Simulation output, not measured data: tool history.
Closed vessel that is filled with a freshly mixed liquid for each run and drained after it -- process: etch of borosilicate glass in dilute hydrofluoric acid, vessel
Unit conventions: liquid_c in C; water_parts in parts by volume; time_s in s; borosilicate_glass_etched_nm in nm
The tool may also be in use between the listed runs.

| run | day | liquid_c | water_parts | time_s | borosilicate_glass_etched_nm |
|---|---|---|---|---|---|
| 1 | 0 | 25 | 165 | 105 | 17.472 |
| 2 | 0.329 | 25 | 165 | 105 | 17.564 |
| 3 | 0.433 | 25 | 165 | 110 | 18.555 |
| 4 | 0.492 | 27 | 165 | 110 | 19.969 |
| 5 | 0.862 | 30 | 165 | 110 | 21.94 |
| 6 | 0.988 | 30 | 165 | 110 | 21.865 |
| 7 | 1.338 | 30.5 | 155 | 110 | 24.004 |
| 8 | 1.504 | 31 | 150 | 110 | 25.474 |

The next listed run, before its measurement:
| 9 | 1.575 | 31.5 | 145 | 110 | ? |

Run 9 came out at borosilicate_glass_etched_nm 27.008 nm.
